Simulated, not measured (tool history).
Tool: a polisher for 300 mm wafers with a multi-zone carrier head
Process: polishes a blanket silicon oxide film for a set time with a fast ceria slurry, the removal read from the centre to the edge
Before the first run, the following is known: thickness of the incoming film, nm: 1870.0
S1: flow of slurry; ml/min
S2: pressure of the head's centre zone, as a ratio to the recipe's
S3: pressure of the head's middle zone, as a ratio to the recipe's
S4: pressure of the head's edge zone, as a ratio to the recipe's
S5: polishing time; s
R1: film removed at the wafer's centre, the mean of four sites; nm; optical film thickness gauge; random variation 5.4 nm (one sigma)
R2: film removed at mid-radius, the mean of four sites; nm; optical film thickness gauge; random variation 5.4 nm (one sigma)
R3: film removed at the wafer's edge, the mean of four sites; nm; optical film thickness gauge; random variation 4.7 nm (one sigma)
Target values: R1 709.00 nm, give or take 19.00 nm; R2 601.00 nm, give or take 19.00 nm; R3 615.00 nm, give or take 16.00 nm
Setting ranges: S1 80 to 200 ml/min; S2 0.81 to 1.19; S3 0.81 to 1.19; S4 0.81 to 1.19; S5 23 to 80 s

{"run": 1, "hour": 0.0, "S1": 130, "S2": 1.0, "S3": 1.0, "S4": 1.0, "S5": 51, "R1": 492.08, "R2": 487.1, "R3": 472.43}
{"run": 2, "hour": 8.2, "S1": 130, "S2": 1.0, "S3": 1.0, "S4": 1.05, "S5": 51, "R1": 486.57, "R2": 487.35, "R3": 475.95}
{"run": 3, "hour": 10.6, "S1": 140, "S2": 1.03, "S3": 0.99, "S4": 1.07, "S5": 53, "R1": 522.3, "R2": 507.19, "R3": 511.78}
{"run": 4, "hour": 14.7, "S1": 140, "S2": 1.03, "S3": 0.99, "S4": 1.07, "S5": 41, "R1": 410.94, "R2": 398.65, "R3": 396.54}
{"run": 5, "hour": 22.6, "S1": 140, "S2": 1.03, "S3": 0.99, "S4": 1.02, "S5": 41, "R1": 408.65, "R2": 391.06, "R3": 383.4}
{"run": 6, "hour": 30.6, "S1": 120, "S2": 1.03, "S3": 0.99, "S4": 1.02, "S5": 41, "R1": 394.86, "R2": 382.17, "R3": 375.05}
{"run": 7, "hour": 34.7, "S1": 135, "S2": 1.06, "S3": 0.99, "S4": 1.05, "S5": 45, "R1": 457.47, "R2": 434.03, "R3": 423.17}
{"run": 8, "hour": 41.7, "S1": 145, "S2": 1.09, "S3": 0.98, "S4": 1.08, "S5": 48, "R1": 520.3, "R2": 458.9, "R3": 470.01}
{"run": 9, "hour": 47.1, "S1": 180, "S2": 1.16, "S3": 1.08, "S4": 1.18, "S5": 56, "R1": 665.21, "R2": 614.31, "R3": 569.78}
{"run": 10, "hour": 55.8, "S1": 180, "S2": 1.16, "S3": 1.06, "S4": 1.18, "S5": 57, "R1": 674.89, "R2": 604.17, "R3": 588.85}
{"run": 11, "hour": 60.8, "S1": 185, "S2": 1.16, "S3": 1.05, "S4": 1.18, "S5": 57, "R1": 684.74, "R2": 609.29, "R3": 591.63}
{"run": 12, "hour": 69.3, "S1": 185, "S2": 1.16, "S3": 1.04, "S4": 1.18, "S5": 57, "R1": 688.52, "R2": 602.83, "R3": 588.3}

Next run, 4 choices. One meets every target within its allowed miss, the rest don't. Which?
{"run": "A", "hour": 77.8, "S1": 200, "S2": 1.19, "S3": 1.06, "S4": 1.17, "S5": 54, "R1": "?", "R2": "?", "R3": "?"}
{"run": "B", "hour": 77.8, "S1": 175, "S2": 1.17, "S3": 1.01, "S4": 1.19, "S5": 59, "R1": "?", "R2": "?", "R3": "?"}
{"run": "C", "hour": 77.8, "S1": 165, "S2": 0.99, "S3": 0.87, "S4": 1.05, "S5": 67, "R1": "?", "R2": "?", "R3": "?"}
{"run": "D", "hour": 77.8, "S1": 180, "S2": 1.13, "S3": 1.05, "S4": 1.19, "S5": 58, "R1": "?", "R2": "?", "R3": "?"}

move=A R1=672.79 R2=591.53 R3=563.91
move=B R1=705.67 R2=607.49 R3=611.88
move=C R1=668.91 R2=603.52 R3=652.88
move=D R1=673.53 R2=620.22 R3=603.25
A: further off than the last run
B: meets every target
C: the result that was furthest off in the last run now lies on the other side of its target
D: corrects the largest miss of the last run, while another result sits out of spec
The right move is B.
